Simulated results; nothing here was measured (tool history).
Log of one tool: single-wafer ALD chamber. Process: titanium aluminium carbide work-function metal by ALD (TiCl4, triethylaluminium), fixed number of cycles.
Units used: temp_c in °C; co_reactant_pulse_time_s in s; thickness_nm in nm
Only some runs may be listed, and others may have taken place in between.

Run 1, day 0.000: temp_c 320 °C, co_reactant_pulse_time_s 15.60 s. Result: thickness_nm 2.2986 nm.
Run 2, day 0.096: temp_c 320 °C, co_reactant_pulse_time_s 11.27 s. Result: thickness_nm 2.2610 nm.
Run 3, day 0.312: temp_c 320 °C, co_reactant_pulse_time_s 13.85 s. Result: thickness_nm 2.2717 nm.
Run 4, day 0.596: temp_c 312 °C, co_reactant_pulse_time_s 13.85 s. Result: thickness_nm 2.2270 nm.
Run 5, day 0.629: temp_c 312 °C, co_reactant_pulse_time_s 11.04 s. Result: thickness_nm 2.1848 nm.
Run 6, day 0.721: temp_c 320 °C, co_reactant_pulse_time_s 11.04 s. Result: thickness_nm 2.2529 nm.

Expected results for the next run?
Run 7, day 0.771: temp_c 316 °C, co_reactant_pulse_time_s 10.28 s. Result: thickness_nm ?.

{"run 7": {"thickness_nm": 2.1981}}

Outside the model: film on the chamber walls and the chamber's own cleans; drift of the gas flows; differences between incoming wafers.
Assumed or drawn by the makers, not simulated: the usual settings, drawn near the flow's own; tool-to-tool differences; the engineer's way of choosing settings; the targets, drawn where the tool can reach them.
